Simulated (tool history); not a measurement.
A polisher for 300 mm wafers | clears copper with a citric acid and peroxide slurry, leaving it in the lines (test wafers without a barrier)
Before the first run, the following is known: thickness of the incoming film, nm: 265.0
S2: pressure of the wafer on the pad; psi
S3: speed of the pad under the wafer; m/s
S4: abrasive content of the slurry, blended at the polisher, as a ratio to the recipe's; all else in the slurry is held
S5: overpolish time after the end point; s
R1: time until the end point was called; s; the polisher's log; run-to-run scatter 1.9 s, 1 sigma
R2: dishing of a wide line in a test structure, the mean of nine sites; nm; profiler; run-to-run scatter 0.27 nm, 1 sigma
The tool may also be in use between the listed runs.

{"run": 1, "hour": 0.0, "flow of slurry (ml/min)": 305, "S2": 3.9, "S3": 0.94, "S4": 1.0, "S5": 17, "R1": 89.333, "R2": 28.834}
{"run": 2, "hour": 1.6, "flow of slurry (ml/min)": 305, "S2": 3.9, "S3": 0.94, "S4": 0.9, "S5": 17, "R1": 94.645, "R2": 28.281}
{"run": 3, "hour": 3.0, "flow of slurry (ml/min)": 305, "S2": 3.7, "S3": 0.94, "S4": 0.9, "S5": 17, "R1": 100.01, "R2": 26.314}
{"run": 4, "hour": 6.2, "flow of slurry (ml/min)": 305, "S2": 3.7, "S3": 0.94, "S4": 0.9, "S5": 13, "R1": 100.89, "R2": 20.999}
{"run": 5, "hour": 14.1, "flow of slurry (ml/min)": 305, "S2": 3.6, "S3": 0.94, "S4": 0.9, "S5": 13, "R1": 101.37, "R2": 19.742}
{"run": 6, "hour": 17.2, "flow of slurry (ml/min)": 305, "S2": 3.5, "S3": 0.94, "S4": 0.9, "S5": 13, "R1": 103.6, "R2": 19.927}
{"run": 7, "hour": 24.5, "flow of slurry (ml/min)": 305, "S2": 3.4, "S3": 0.94, "S4": 0.9, "S5": 13, "R1": 107.58, "R2": 19.198}
{"run": 8, "hour": 29.3, "flow of slurry (ml/min)": 305, "S2": 3.3, "S3": 0.94, "S4": 0.9, "S5": 13, "R1": 111.66, "R2": 18.099}
{"run": 9, "hour": 35.4, "flow of slurry (ml/min)": 305, "S2": 3.2, "S3": 0.94, "S4": 0.9, "S5": 13, "R1": 113.92, "R2": 18.014}
{"run": 10, "hour": 43.7, "flow of slurry (ml/min)": 305, "S2": 3.1, "S3": 0.94, "S4": 0.9, "S5": 13, "R1": 118.72, "R2": 17.817}

Forecast run 11:
{"run": 11, "hour": 51.8, "flow of slurry (ml/min)": 305, "S2": 2.9, "S3": 0.94, "S4": 0.9, "S5": 13, "R1": "?", "R2": "?"}

{"run 11": {"R1": 122.54, "R2": 16.149}}
